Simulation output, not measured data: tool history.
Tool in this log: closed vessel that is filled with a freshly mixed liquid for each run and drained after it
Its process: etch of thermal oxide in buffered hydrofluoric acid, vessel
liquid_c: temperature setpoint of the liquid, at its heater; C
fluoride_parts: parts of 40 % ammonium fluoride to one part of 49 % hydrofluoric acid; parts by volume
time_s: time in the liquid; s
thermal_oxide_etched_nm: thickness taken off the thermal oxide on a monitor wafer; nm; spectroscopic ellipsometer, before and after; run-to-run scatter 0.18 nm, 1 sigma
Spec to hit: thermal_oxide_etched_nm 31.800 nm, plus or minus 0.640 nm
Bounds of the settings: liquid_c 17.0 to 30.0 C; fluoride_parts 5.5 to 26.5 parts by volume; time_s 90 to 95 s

Run 1, hour 0.0: liquid_c 22.0 C, fluoride_parts 16.0 parts by volume, time_s 90 s. Result: thermal_oxide_etched_nm 44.616 nm.
Run 2, hour 6.2: liquid_c 21.5 C, fluoride_parts 16.0 parts by volume, time_s 90 s. Result: thermal_oxide_etched_nm 43.819 nm.
Run 3, hour 10.0: liquid_c 21.5 C, fluoride_parts 16.0 parts by volume, time_s 95 s. Result: thermal_oxide_etched_nm 45.974 nm.
Run 4, hour 11.5: liquid_c 21.0 C, fluoride_parts 16.0 parts by volume, time_s 95 s. Result: thermal_oxide_etched_nm 44.614 nm.
Run 5, hour 19.2: liquid_c 20.5 C, fluoride_parts 16.0 parts by volume, time_s 95 s. Result: thermal_oxide_etched_nm 43.617 nm.
Run 6, hour 22.8: liquid_c 20.5 C, fluoride_parts 12.0 parts by volume, time_s 95 s. Result: thermal_oxide_etched_nm 58.221 nm.
Run 7, hour 29.9: liquid_c 20.0 C, fluoride_parts 12.5 parts by volume, time_s 95 s. Result: thermal_oxide_etched_nm 53.580 nm.
Run 8, hour 34.3: liquid_c 19.5 C, fluoride_parts 13.0 parts by volume, time_s 95 s. Result: thermal_oxide_etched_nm 49.935 nm.
Run 9, hour 39.3: liquid_c 19.0 C, fluoride_parts 13.5 parts by volume, time_s 95 s. Result: thermal_oxide_etched_nm 47.609 nm.
At hour 47.2: hydrofluoric acid flow meter replaced.
Run 10, hour 47.2: liquid_c 19.0 C, fluoride_parts 14.0 parts by volume, time_s 95 s. Result: thermal_oxide_etched_nm 51.329 nm.
Run 11, hour 50.2: liquid_c 19.0 C, fluoride_parts 15.0 parts by volume, time_s 95 s. Result: thermal_oxide_etched_nm 48.149 nm.
Run 12, hour 58.4: liquid_c 17.0 C, fluoride_parts 20.0 parts by volume, time_s 95 s. Result: thermal_oxide_etched_nm 32.645 nm.

Pick the move, out of 5, that brings all results within their allowed miss; only one does.
Run A, hour 66.6: liquid_c 17.0 C, fluoride_parts 19.5 parts by volume, time_s 90 s. Result: thermal_oxide_etched_nm ?.
Run B, hour 66.6: liquid_c 17.5 C, fluoride_parts 22.5 parts by volume, time_s 95 s. Result: thermal_oxide_etched_nm ?.
Run C, hour 66.6: liquid_c 17.0 C, fluoride_parts 22.5 parts by volume, time_s 95 s. Result: thermal_oxide_etched_nm ?.
Run D, hour 66.6: liquid_c 17.5 C, fluoride_parts 20.0 parts by volume, time_s 95 s. Result: thermal_oxide_etched_nm ?.
Run E, hour 66.6: liquid_c 17.0 C, fluoride_parts 19.5 parts by volume, time_s 95 s. Result: thermal_oxide_etched_nm ?.

move  thermal_oxide_etched_nm
   A                   31.436
   B                   30.697
   C                   29.832
   D                   33.300
   E                   33.182
A: every result within its allowed miss
B: takes the result that was furthest off past its target
C: takes the result that was furthest off past its target
D: lands further from the targets than the last run did
E: lands further from the targets than the last run did
The right move is A.
